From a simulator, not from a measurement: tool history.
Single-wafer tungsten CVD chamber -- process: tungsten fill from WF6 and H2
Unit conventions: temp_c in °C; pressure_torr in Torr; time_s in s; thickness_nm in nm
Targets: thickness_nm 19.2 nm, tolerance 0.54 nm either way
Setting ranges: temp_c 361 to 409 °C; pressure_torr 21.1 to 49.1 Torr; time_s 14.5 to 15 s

run	hour	temp_c	pressure_torr	time_s	thickness_nm
1	0	385	35.1	14.5	33.509
2	1.1	382	34.3	14.5	31.427
3	7.4	382	34.3	15	32.206
4	8.6	382	34.3	14.5	31.245
5	10.6	379	33.6	14.5	29.134
6	16.6	379	30.6	14.5	27.235
7	22.5	377	30.5	14.5	26.01
8	27.5	375	30.4	14.5	25.123
9	31.8	373	30.3	14.5	24.241
10	35.8	372	30.2	14.5	23.68
11	38.3	371	30.1	14.5	23.175
12	39.4	370	30.1	14.5	22.873

Of the 4 settings listed for the next run, only one would bring every result within its allowed miss of target. Which one?
A	40.5	365	27.3	14.5	?
B	40.5	366	28.4	14.6	?
C	40.5	366	28.8	14.5	?
D	40.5	361	32.6	14.5	?

move	thickness_nm
A	19.149
B	20.307
C	20.397
D	20.416
A: hits every target within its allowed miss
B: better than the last run, though not everything is in spec
C: better than the last run, though not everything is in spec
D: better than the last run, though not everything is in spec
A is the move that brings every result within its allowed miss.
